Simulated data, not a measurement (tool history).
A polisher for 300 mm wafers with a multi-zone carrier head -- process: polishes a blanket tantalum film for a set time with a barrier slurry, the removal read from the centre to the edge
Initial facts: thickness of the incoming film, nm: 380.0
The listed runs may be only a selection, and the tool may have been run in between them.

run,hour,flow of slurry (ml/min),pressure of the head's centre zone,pressure of the head's middle zone,pressure of the head's edge zone,abrasive content of the slurry,polishing time (s),film removed at the wafer's centre (nm),film removed at mid-radius (nm),film removed at the wafer's edge (nm)
1,0,180,1,1,1,1,53,145.93,147.43,144.32
2,4.5,175,0.97,0.99,0.98,0.95,53,143.35,144.4,140.34
3,8.9,175,0.97,0.99,1.01,0.95,53,139.86,144.94,144.52
4,14.5,170,0.94,0.99,1,0.85,53,129.63,141.87,135.2
5,22.6,170,1,0.99,1,0.85,53,138.19,138.37,133.81
6,29.2,170,1,0.99,1,0.85,59,154.73,152.43,152.41
7,35.2,165,0.97,0.98,1,0.8,58,142.02,146.17,143.62
8,43.6,160,0.94,0.97,0.99,0.75,58,135.14,141.57,138.94
9,52.4,155,0.92,0.96,0.99,0.7,58,122.41,135.84,135.89
10,55.5,150,0.91,0.96,0.97,0.7,58,120.75,133.83,133.63
11,57.3,145,0.9,0.96,0.95,0.7,58,120.92,131.65,132.44

Run 12 comes next. What will it give?
12,61.8,145,0.89,0.97,0.93,0.65,58,?,?,?

film removed at the wafer's centre (nm): 115.79
film removed at mid-radius (nm): 128.05
film removed at the wafer's edge (nm): 124.92
